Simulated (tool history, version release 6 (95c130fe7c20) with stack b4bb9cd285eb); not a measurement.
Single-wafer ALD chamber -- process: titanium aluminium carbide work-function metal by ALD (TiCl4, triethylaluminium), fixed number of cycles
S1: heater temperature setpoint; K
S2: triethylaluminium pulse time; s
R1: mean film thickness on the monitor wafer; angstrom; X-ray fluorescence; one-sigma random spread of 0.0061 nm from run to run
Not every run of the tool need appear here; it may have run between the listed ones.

Run 1, hour 0.0: S1 588.15 K, S2 12.94 s. Result: R1 22.157 angstrom.
Run 2, hour 1.5: S1 593.15 K, S2 12.94 s. Result: R1 22.711 angstrom.
Run 3, hour 9.8: S1 589.15 K, S2 12.94 s. Result: R1 22.254 angstrom.
Run 4, hour 17.9: S1 589.15 K, S2 14.47 s. Result: R1 22.487 angstrom.
Run 5, hour 20.6: S1 581.15 K, S2 14.47 s. Result: R1 21.713 angstrom.
Run 6, hour 23.3: S1 575.15 K, S2 14.47 s. Result: R1 21.015 angstrom.

What will run 7 give?
Run 7, hour 25.5: S1 580.15 K, S2 15.01 s. Result: R1 ?.

{"run 7": {"R1": 21.635}}

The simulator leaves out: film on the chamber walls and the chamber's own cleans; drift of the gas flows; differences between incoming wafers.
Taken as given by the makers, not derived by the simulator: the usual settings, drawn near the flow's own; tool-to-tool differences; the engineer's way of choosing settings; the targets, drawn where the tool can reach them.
